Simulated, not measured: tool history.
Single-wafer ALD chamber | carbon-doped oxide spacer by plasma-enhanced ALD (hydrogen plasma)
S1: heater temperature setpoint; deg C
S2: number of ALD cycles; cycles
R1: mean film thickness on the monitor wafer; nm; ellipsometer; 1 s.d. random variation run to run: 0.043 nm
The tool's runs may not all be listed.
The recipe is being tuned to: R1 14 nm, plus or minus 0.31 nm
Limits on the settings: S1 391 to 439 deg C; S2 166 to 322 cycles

| run | day | S1 | S2 | R1 |
|---|---|---|---|---|
| 1 | 0 | 415 | 244 | 11.265 |
| 2 | 0.308 | 413 | 253 | 11.761 |
| 3 | 0.396 | 411 | 260 | 12.161 |
| 4 | 0.546 | 415 | 260 | 12.018 |
| 5 | 0.746 | 415 | 226 | 10.438 |
| 6 | 0.942 | 413 | 238 | 11.05 |
| 7 | 1.279 | 411 | 248 | 11.645 |
| 8 | 1.333 | 411 | 248 | 11.553 |
| 9 | 1.354 | 410 | 256 | 12.019 |
| 10 | 1.396 | 408 | 262 | 12.502 |
| 11 | 1.471 | 406 | 265 | 12.682 |

4 next moves are on the table. One of them brings every result within its allowed miss. Which?
| A | 1.546 | 394 | 272 | ? |
| B | 1.546 | 404 | 312 | ? |
| C | 1.546 | 412 | 260 | ? |
| D | 1.546 | 391 | 291 | ? |

| move | R1 |
|---|---|
| A | 13.109 |
| B | 14.925 |
| C | 12.095 |
| D | 14.024 |
A: an improvement on the last run, though not all results are within tolerance
B: the result that was furthest off in the last run now lies on the other side of its target
C: lands further from the targets than the last run did
D: all results in spec
Correct choice: D, which meets every target

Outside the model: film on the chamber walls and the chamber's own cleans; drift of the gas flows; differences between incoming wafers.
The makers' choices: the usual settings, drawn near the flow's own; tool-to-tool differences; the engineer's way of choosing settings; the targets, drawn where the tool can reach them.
